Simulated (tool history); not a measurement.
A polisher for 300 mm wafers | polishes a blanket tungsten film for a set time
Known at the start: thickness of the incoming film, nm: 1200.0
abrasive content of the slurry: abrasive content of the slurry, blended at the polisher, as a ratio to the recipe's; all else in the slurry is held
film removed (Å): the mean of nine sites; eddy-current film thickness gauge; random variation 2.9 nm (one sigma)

run	hour	flow of slurry (ml/min)	pressure of the wafer on the pad (kPa)	speed of the pad under the wafer (cm/s)	abrasive content of the slurry	polishing time (s)	film removed (Å)
1	0.0	200	32.4	84	1.00	78	3946.5
2	6.3	200	32.4	104	1.00	78	4853.4
3	7.9	200	29.6	104	1.00	78	4351.2
4	9.8	200	29.6	104	1.00	82	4700.1
5	17.2	200	29.6	104	0.85	82	4454.4
6	26.3	200	29.6	84	0.85	82	3604.1
7	35.3	200	26.2	84	0.85	82	3271.3

The next listed run, before its measurement:
8	36.4	200	22.8	84	0.85	82	?

{"run 8": {"film removed (Å)": 2833.5}}

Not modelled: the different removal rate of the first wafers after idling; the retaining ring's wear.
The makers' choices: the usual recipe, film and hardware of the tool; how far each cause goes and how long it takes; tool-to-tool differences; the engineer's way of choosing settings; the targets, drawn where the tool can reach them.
